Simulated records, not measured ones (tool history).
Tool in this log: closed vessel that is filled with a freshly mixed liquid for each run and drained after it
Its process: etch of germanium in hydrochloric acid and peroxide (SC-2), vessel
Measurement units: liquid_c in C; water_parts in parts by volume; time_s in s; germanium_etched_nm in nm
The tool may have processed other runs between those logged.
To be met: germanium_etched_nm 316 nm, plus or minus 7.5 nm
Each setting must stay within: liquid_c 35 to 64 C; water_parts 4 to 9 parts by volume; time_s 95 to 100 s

| run | day | liquid_c | water_parts | time_s | germanium_etched_nm |
|---|---|---|---|---|---|
| 1 | 0 | 48 | 5 | 95 | 238.72 |
| 2 | 0.283 | 48 | 5 | 100 | 252.46 |
| 3 | 0.383 | 48 | 4 | 100 | 251.98 |
| 4 | 0.654 | 50 | 4 | 100 | 269.1 |
| 5 | 0.8 | 50 | 4 | 95 | 254.8 |
| 6 | 1.112 | 52 | 4 | 95 | 274.76 |
| 7 | 1.379 | 53 | 4 | 95 | 283.06 |
| 8 | 1.425 | 54 | 4 | 95 | 292.3 |
| 9 | 1.783 | 54.5 | 4 | 95 | 295.68 |
| 10 | 2.042 | 55 | 4 | 95 | 300.41 |

Pick the move, out of 4, that brings all results within their allowed miss; only one does.
| A | 2.3 | 56.5 | 4.5 | 95 | ? |
| B | 2.3 | 54.5 | 4 | 95 | ? |
| C | 2.3 | 54 | 5.5 | 95 | ? |
| D | 2.3 | 52 | 4 | 100 | ? |

| move | germanium_etched_nm |
|---|---|
| A | 313.63 |
| B | 295.22 |
| C | 288.54 |
| D | 287.1 |
A: each result inside its tolerance
B: moves away from the targets compared with the last run
C: moves away from the targets compared with the last run
D: moves away from the targets compared with the last run
Move A is the one to make.

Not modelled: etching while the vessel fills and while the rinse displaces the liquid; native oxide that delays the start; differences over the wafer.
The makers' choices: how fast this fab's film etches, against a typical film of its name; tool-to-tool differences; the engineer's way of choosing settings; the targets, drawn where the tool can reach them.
